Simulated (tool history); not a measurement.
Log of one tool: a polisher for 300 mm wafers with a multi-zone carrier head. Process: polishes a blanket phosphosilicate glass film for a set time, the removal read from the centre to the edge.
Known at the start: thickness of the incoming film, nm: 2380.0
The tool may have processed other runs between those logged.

run	hour	flow of slurry (ml/min)	pressure of the head's centre zone	pressure of the head's middle zone	pressure of the head's edge zone	abrasive content of the slurry	polishing time (s)	film removed at the wafer's centre (Å)	film removed at mid-radius (Å)	film removed at the wafer's edge (Å)
1	0	195	1	1	1	1	40	2617.6	2612.6	2568.5
2	5.7	195	1	1	1	1	45	2932.8	2970	2885.7
3	10.5	195	0.94	1	1	1	45	2735.5	2981.1	2849
4	13.9	195	0.88	1	1	1	45	2549.6	2943	2866.8
5	22.1	195	0.88	1	1	1	51	2959.8	3383.2	3259
6	28.8	195	0.88	1	1.08	1	51	2962.5	3373.2	3356.4

The next listed run, before its measurement:
7	34.1	210	0.9	0.97	1.12	1.1	51	?	?	?

Run 7 measured film removed at the wafer's centre (Å) 3168.5, film removed at mid-radius (Å) 3485.9, film removed at the wafer's edge (Å) 3648.5.
